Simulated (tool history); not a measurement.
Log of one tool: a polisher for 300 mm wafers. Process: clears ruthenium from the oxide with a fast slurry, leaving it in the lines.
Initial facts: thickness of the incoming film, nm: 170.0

run,hour,flow of slurry (ml/min),pressure of the wafer on the pad (psi),speed of the pad under the wafer (cm/s),abrasive content of the slurry,overpolish time after the end point (s),time until the end point was called (s),dishing of a wide line in a test structure (nm)
1,0,250,2.2,116,1,26,41.071,65.735
2,8,250,2.2,116,1,20,41.94,50.823
3,12.2,250,2.2,116,1,26,41.805,64.836
4,17.8,250,2.2,116,1.1,26,40.125,69.218
5,26.1,250,1.7,116,1.1,26,50.089,53.883
6,27.1,250,1.6,114,1.1,28,54.681,54.594
7,30.1,250,1.5,114,1.1,30,59.38,54.705
8,38.4,250,1.4,114,1.1,31,63.065,52.417
9,43,250,1.4,114,1.1,32,61.704,55.713
10,51.6,250,1.4,114,1.1,33,64.01,54.557
11,59.5,250,1.4,114,1.1,34,62.472,57.812
12,61.3,250,1.4,114,1.1,34,62.256,57.807
13,68.3,245,1.1,114,1.1,40,77.616,56.446

Expected results for the next run?
14,70.6,250,1.1,114,1.1,40,?,?

Logged for run 14: time until the end point was called (s) 79.612, dishing of a wide line in a test structure (nm) 53.47.

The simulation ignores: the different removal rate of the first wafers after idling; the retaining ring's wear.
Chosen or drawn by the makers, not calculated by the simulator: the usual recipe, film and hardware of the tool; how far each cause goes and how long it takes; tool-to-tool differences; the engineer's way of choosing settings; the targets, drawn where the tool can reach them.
